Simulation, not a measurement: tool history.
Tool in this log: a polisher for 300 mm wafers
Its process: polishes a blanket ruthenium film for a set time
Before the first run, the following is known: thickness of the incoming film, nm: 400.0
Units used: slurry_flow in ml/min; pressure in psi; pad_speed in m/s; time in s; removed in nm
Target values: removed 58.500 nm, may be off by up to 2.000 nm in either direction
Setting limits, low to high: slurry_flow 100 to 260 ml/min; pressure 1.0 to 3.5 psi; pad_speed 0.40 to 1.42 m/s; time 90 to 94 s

Run 1, hour 0.0: slurry_flow 165 ml/min, pressure 2.2 psi, pad_speed 0.90 m/s, time 90 s. Result: removed 101.800 nm.
Run 2, hour 6.1: slurry_flow 160 ml/min, pressure 1.9 psi, pad_speed 0.90 m/s, time 90 s. Result: removed 88.808 nm.
Run 3, hour 11.9: slurry_flow 160 ml/min, pressure 1.9 psi, pad_speed 0.90 m/s, time 94 s. Result: removed 94.396 nm.
Run 4, hour 16.2: slurry_flow 155 ml/min, pressure 1.7 psi, pad_speed 0.88 m/s, time 94 s. Result: removed 83.375 nm.
Run 5, hour 17.4: slurry_flow 195 ml/min, pressure 1.7 psi, pad_speed 0.88 m/s, time 94 s. Result: removed 84.796 nm.
Run 6, hour 20.1: slurry_flow 195 ml/min, pressure 1.7 psi, pad_speed 0.88 m/s, time 90 s. Result: removed 82.134 nm.
Run 7, hour 22.7: slurry_flow 190 ml/min, pressure 1.5 psi, pad_speed 0.88 m/s, time 90 s. Result: removed 73.733 nm.
Run 8, hour 23.5: slurry_flow 190 ml/min, pressure 1.4 psi, pad_speed 0.88 m/s, time 90 s. Result: removed 68.908 nm.
Run 9, hour 32.2: slurry_flow 165 ml/min, pressure 1.1 psi, pad_speed 0.88 m/s, time 90 s. Result: removed 54.261 nm.
Run 10, hour 35.8: slurry_flow 170 ml/min, pressure 1.1 psi, pad_speed 0.88 m/s, time 90 s. Result: removed 54.786 nm.
Run 11, hour 38.6: slurry_flow 175 ml/min, pressure 1.1 psi, pad_speed 0.88 m/s, time 90 s. Result: removed 55.779 nm.
Run 12, hour 39.6: slurry_flow 180 ml/min, pressure 1.1 psi, pad_speed 0.88 m/s, time 90 s. Result: removed 54.946 nm.
Run 13, hour 44.5: slurry_flow 180 ml/min, pressure 1.3 psi, pad_speed 0.88 m/s, time 90 s. Result: removed 64.014 nm.
Run 14, hour 45.7: slurry_flow 175 ml/min, pressure 1.3 psi, pad_speed 0.88 m/s, time 90 s. Result: removed 62.275 nm.
Run 15, hour 48.6: slurry_flow 170 ml/min, pressure 1.3 psi, pad_speed 0.88 m/s, time 90 s. Result: removed 64.473 nm.

Which one of the following 4 next-run settings gets every result inside its allowed miss? There is exactly one.
Run A, hour 51.5: slurry_flow 170 ml/min, pressure 1.2 psi, pad_speed 0.88 m/s, time 90 s. Result: removed ?.
Run B, hour 51.5: slurry_flow 185 ml/min, pressure 1.1 psi, pad_speed 0.84 m/s, time 90 s. Result: removed ?.
Run C, hour 51.5: slurry_flow 185 ml/min, pressure 1.2 psi, pad_speed 0.80 m/s, time 90 s. Result: removed ?.
Run D, hour 51.5: slurry_flow 115 ml/min, pressure 1.2 psi, pad_speed 0.84 m/s, time 90 s. Result: removed ?.

move  removed
   A   58.049
   B   52.146
   C   53.514
   D   52.329
A: every result within its allowed miss
B: the result that was furthest off in the last run now lies on the other side of its target
C: the result that was furthest off in the last run now lies on the other side of its target
D: the result that was furthest off in the last run now lies on the other side of its target
Correct choice: A, which meets every target
